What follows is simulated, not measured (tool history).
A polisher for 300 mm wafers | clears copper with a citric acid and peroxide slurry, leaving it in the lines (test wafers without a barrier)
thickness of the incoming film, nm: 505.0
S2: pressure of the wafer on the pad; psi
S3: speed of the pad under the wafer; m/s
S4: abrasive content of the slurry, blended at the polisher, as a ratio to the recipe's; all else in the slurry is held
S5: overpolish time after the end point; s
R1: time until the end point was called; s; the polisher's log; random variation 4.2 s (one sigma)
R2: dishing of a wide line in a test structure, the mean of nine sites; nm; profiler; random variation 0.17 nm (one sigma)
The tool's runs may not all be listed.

{"run": 1, "hour": 0.0, "flow of slurry (ml/min)": 260, "S2": 3.6, "S3": 1.36, "S4": 1.0, "S5": 8, "R1": 155.54, "R2": 18.79}
{"run": 2, "hour": 3.8, "flow of slurry (ml/min)": 260, "S2": 4.4, "S3": 1.36, "S4": 1.0, "S5": 8, "R1": 129.22, "R2": 22.818}
{"run": 3, "hour": 9.0, "flow of slurry (ml/min)": 260, "S2": 4.4, "S3": 1.36, "S4": 1.0, "S5": 11, "R1": 132.71, "R2": 30.89}
{"run": 4, "hour": 10.3, "flow of slurry (ml/min)": 260, "S2": 5.2, "S3": 1.36, "S4": 1.0, "S5": 11, "R1": 110.71, "R2": 34.804}
{"run": 5, "hour": 13.7, "flow of slurry (ml/min)": 260, "S2": 4.3, "S3": 1.36, "S4": 1.0, "S5": 11, "R1": 131.71, "R2": 29.512}
{"run": 6, "hour": 14.7, "flow of slurry (ml/min)": 260, "S2": 4.1, "S3": 1.34, "S4": 1.0, "S5": 11, "R1": 144.81, "R2": 27.999}

The next listed run, before its measurement:
{"run": 7, "hour": 22.9, "flow of slurry (ml/min)": 260, "S2": 3.9, "S3": 1.34, "S4": 1.0, "S5": 11, "R1": "?", "R2": "?"}

Run 7 gave R1 146.64 s, R2 27.297 nm.
